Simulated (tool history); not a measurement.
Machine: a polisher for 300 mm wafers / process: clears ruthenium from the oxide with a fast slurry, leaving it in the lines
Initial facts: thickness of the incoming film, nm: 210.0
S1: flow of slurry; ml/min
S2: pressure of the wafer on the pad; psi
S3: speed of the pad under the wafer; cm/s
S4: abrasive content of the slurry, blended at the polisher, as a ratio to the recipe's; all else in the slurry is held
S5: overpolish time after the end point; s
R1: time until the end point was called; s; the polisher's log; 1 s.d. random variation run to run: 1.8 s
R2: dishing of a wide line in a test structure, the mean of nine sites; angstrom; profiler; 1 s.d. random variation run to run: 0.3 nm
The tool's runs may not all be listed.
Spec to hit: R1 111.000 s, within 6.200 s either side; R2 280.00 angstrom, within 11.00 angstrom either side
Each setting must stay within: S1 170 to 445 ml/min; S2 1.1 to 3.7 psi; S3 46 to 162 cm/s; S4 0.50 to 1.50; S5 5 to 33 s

| run | hour | S1 | S2 | S3 | S4 | S5 | R1 | R2 |
|---|---|---|---|---|---|---|---|---|
| 1 | 0.0 | 285 | 2.4 | 104 | 1.00 | 17 | 61.332 | 438.76 |
| 2 | 7.5 | 285 | 2.2 | 104 | 1.00 | 17 | 64.223 | 412.78 |
| 3 | 9.4 | 285 | 2.2 | 104 | 1.00 | 12 | 65.262 | 302.00 |
| 4 | 16.1 | 285 | 2.2 | 104 | 0.80 | 12 | 70.712 | 283.53 |
| 5 | 24.2 | 285 | 2.2 | 126 | 0.80 | 12 | 58.725 | 328.48 |
| 6 | 31.4 | 285 | 2.4 | 126 | 0.80 | 12 | 54.349 | 356.48 |
| 7 | 38.2 | 285 | 2.2 | 122 | 0.80 | 13 | 62.045 | 345.39 |
| 8 | 41.3 | 285 | 2.0 | 120 | 0.80 | 14 | 69.488 | 334.21 |
| 9 | 45.2 | 285 | 2.0 | 120 | 0.80 | 14 | 68.516 | 334.02 |
| 10 | 48.2 | 280 | 1.4 | 108 | 0.80 | 20 | 103.960 | 315.09 |

5 candidate next runs follow, results not yet known. Just one meets every target within its allowed miss. Identify it.
| A | 51.2 | 310 | 1.3 | 100 | 0.95 | 19 | ? | ? |
| B | 51.2 | 175 | 1.7 | 104 | 0.80 | 15 | ? | ? |
| C | 51.2 | 230 | 1.4 | 128 | 0.70 | 16 | ? | ? |
| D | 51.2 | 205 | 2.2 | 80 | 0.75 | 16 | ? | ? |
| E | 51.2 | 255 | 1.1 | 132 | 0.80 | 17 | ? | ? |

| move | R1 | R2 |
|---|---|---|
| A | 112.460 | 272.57 |
| B | 93.653 | 259.30 |
| C | 94.773 | 272.39 |
| D | 91.697 | 280.91 |
| E | 110.180 | 250.36 |
A: in spec on every target
B: pushes the last run's worst result past its target
C: the furthest-off result lands on target, but another misses its tolerance
D: the furthest-off result lands on target, but another misses its tolerance
E: pushes the last run's worst result past its target
A meets every target.

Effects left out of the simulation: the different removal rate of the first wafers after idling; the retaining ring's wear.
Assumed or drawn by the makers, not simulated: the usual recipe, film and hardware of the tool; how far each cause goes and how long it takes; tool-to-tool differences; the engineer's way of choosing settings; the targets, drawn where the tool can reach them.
